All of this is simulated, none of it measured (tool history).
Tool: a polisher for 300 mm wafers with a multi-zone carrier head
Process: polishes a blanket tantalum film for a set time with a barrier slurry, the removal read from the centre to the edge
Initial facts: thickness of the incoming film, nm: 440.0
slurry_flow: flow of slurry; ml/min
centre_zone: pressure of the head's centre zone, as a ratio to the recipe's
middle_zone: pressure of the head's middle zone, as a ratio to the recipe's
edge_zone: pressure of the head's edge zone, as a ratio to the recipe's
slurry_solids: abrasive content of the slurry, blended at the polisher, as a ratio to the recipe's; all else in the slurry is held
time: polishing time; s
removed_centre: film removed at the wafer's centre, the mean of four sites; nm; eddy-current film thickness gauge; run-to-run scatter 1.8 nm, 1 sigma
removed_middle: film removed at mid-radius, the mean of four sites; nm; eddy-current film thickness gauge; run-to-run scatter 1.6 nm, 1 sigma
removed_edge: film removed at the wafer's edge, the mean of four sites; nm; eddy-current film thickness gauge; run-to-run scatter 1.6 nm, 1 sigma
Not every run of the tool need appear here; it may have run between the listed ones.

run 1 hour=0 | slurry_flow=195 centre_zone=1 middle_zone=1 edge_zone=1 slurry_solids=1 time=89 | removed_centre=133.95 removed_middle=138.59 removed_edge=128.88
run 2 hour=8.1 | slurry_flow=195 centre_zone=1 middle_zone=0.93 edge_zone=1 slurry_solids=1 time=89 | removed_centre=132.77 removed_middle=127.23 removed_edge=132.27
run 3 hour=15.4 | slurry_flow=200 centre_zone=0.99 middle_zone=0.94 edge_zone=1.02 slurry_solids=1.05 time=91 | removed_centre=135.06 removed_middle=133.26 removed_edge=137.48
run 4 hour=17.5 | slurry_flow=205 centre_zone=0.99 middle_zone=0.95 edge_zone=1.04 slurry_solids=1.1 time=93 | removed_centre=141.73 removed_middle=141.39 removed_edge=143.35
run 5 hour=25.3 | slurry_flow=205 centre_zone=0.99 middle_zone=0.95 edge_zone=0.98 slurry_solids=1.1 time=93 | removed_centre=142.51 removed_middle=142.06 removed_edge=138.4
run 6 hour=32.5 | slurry_flow=205 centre_zone=0.99 middle_zone=0.95 edge_zone=0.94 slurry_solids=1.1 time=93 | removed_centre=143.62 removed_middle=140.65 removed_edge=135.34
run 7 hour=35.5 | slurry_flow=205 centre_zone=0.98 middle_zone=0.96 edge_zone=0.97 slurry_solids=1.15 time=95 | removed_centre=144.24 removed_middle=148.9 removed_edge=142.91
run 8 hour=40.2 | slurry_flow=205 centre_zone=0.98 middle_zone=0.96 edge_zone=0.97 slurry_solids=1.15 time=95 | removed_centre=144.5 removed_middle=149.04 removed_edge=142.88
run 9 hour=43.5 | slurry_flow=205 centre_zone=0.98 middle_zone=0.97 edge_zone=0.99 slurry_solids=1.2 time=96 | removed_centre=148.71 removed_middle=152.44 removed_edge=150.18
run 10 hour=44.9 | slurry_flow=210 centre_zone=0.98 middle_zone=0.99 edge_zone=1.01 slurry_solids=1.25 time=96 | removed_centre=152.38 removed_middle=154.1 removed_edge=151.75

Run 11 is up next; what results do you expect?
run 11 hour=48.8 | slurry_flow=210 centre_zone=0.97 middle_zone=1.01 edge_zone=1.03 slurry_solids=1.3 time=97 | removed_centre=? removed_middle=? removed_edge=?

removed_centre: 153.3 nm
removed_middle: 161.28 nm
removed_edge: 154.62 nm

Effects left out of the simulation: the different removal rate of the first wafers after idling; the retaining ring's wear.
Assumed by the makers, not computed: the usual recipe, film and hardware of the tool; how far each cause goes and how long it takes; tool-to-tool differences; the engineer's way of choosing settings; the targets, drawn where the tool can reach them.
